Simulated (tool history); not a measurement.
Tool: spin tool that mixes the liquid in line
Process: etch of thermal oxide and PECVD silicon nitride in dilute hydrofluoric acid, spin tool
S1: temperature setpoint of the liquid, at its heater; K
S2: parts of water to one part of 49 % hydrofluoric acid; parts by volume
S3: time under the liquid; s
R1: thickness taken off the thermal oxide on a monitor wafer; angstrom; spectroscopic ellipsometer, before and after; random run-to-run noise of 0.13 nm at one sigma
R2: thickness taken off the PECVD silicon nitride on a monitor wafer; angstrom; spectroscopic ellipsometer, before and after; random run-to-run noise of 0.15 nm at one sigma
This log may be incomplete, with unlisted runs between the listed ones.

Run 1, day 0.000: S1 295.15 K, S2 40 parts by volume, S3 175 s. Result: R1 195.75 angstrom, R2 227.26 angstrom.
Run 2, day 0.308: S1 295.65 K, S2 40 parts by volume, S3 175 s. Result: R1 197.16 angstrom, R2 239.16 angstrom.
Run 3, day 0.554: S1 292.15 K, S2 40 parts by volume, S3 175 s. Result: R1 172.60 angstrom, R2 185.65 angstrom.
Run 4, day 0.783: S1 292.15 K, S2 50 parts by volume, S3 175 s. Result: R1 136.40 angstrom, R2 149.08 angstrom.
Run 5, day 0.829: S1 292.15 K, S2 50 parts by volume, S3 225 s. Result: R1 174.63 angstrom, R2 191.48 angstrom.
Run 6, day 0.929: S1 293.15 K, S2 50 parts by volume, S3 225 s. Result: R1 180.23 angstrom, R2 206.06 angstrom.
Run 7, day 1.275: S1 293.65 K, S2 50 parts by volume, S3 225 s. Result: R1 185.90 angstrom, R2 213.29 angstrom.
Run 8, day 1.538: S1 294.15 K, S2 50 parts by volume, S3 225 s. Result: R1 191.29 angstrom, R2 225.41 angstrom.
Run 9, day 1.683: S1 294.65 K, S2 50 parts by volume, S3 225 s. Result: R1 197.21 angstrom, R2 228.11 angstrom.

The next listed run, before its measurement:
Run 10, day 1.938: S1 296.65 K, S2 60 parts by volume, S3 235 s. Result: R1 ?, R2 ?.

R1: 180.88 angstrom
R2: 230.40 angstrom
